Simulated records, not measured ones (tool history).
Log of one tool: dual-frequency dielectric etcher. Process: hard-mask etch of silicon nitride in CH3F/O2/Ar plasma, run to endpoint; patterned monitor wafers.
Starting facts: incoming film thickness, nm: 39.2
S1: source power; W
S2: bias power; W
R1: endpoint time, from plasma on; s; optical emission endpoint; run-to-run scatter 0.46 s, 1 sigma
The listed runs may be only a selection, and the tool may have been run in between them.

run,hour,S1,S2,R1
1,0.0,280,102,60.966
2,5.9,280,117,56.063
3,14.3,280,125,55.006
4,19.0,280,114,57.246
5,24.9,280,106,58.982
6,28.5,260,104,60.806
7,31.0,250,100,63.431

Run 8 comes next. What will it give?
8,33.9,200,97,?

R1: 71.048 s

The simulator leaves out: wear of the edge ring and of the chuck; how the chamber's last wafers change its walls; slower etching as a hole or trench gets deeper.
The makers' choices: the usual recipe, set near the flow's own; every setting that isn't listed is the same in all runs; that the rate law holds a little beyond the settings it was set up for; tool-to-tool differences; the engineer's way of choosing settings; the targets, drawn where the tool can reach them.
